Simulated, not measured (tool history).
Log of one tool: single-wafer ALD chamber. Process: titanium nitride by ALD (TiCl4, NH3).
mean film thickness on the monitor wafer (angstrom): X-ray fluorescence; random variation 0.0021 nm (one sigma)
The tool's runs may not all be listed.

run,hour,heater temperature setpoint (K),number of ALD cycles (cycles),NH3 pulse time (s),mean film thickness on the monitor wafer (angstrom)
1,0,658.15,48,2.1,11.183
2,6.1,654.15,48,2.1,11.19
3,11.3,650.15,47,1.8,10.742
4,16.1,650.15,45,1.8,10.299
5,21.1,648.15,45,1.6,10.076
6,23.2,648.15,45,1.6,10.053
7,27.1,647.15,45,1.51,9.9791

Forecast run 8:
# hour 32.8: thermocouple changed; heater temperature recalibrated
8,32.8,647.15,45,1.44,?

{"run 8": {"mean film thickness on the monitor wafer (angstrom)": 9.9943}}
